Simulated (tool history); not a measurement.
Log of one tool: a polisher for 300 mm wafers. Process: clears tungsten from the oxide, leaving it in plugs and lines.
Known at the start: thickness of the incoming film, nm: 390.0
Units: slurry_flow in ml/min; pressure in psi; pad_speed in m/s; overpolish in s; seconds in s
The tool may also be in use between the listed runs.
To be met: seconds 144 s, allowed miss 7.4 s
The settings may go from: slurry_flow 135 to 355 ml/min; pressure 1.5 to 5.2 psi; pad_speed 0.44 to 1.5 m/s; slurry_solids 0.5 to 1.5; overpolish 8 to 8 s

run	hour	slurry_flow	pressure	pad_speed	slurry_solids	overpolish	seconds
1	0	225	3.3	0.96	1	8	88.285
2	1.6	225	3.3	0.96	0.9	8	91.32
3	10.4	225	2.9	0.94	0.9	8	104.64
4	18.5	225	2.9	0.94	0.9	8	105.33
5	27.4	225	2.9	0.94	1	8	102.27
6	32.1	225	2.6	0.94	1	8	112.52
7	35.3	225	2.4	0.94	1	8	119.96
8	36.1	225	2.2	0.94	1	8	130.61
9	37.3	225	2.1	0.94	1	8	135.15

Which of these 5 next moves meets every target?
A	38.5	305	2.6	0.78	1	8	?
B	38.5	200	1.9	1.1	1.15	8	?
C	38.5	170	2.3	0.84	0.9	8	?
D	38.5	290	1.8	1.36	0.95	8	?
E	38.5	200	2.8	0.68	1.3	8	?

move	seconds
A	124.04
B	126.62
C	145.41
D	113.9
E	123.58
A: further off than the last run
B: further off than the last run
C: meets every target
D: further off than the last run
E: further off than the last run
The right move is C.

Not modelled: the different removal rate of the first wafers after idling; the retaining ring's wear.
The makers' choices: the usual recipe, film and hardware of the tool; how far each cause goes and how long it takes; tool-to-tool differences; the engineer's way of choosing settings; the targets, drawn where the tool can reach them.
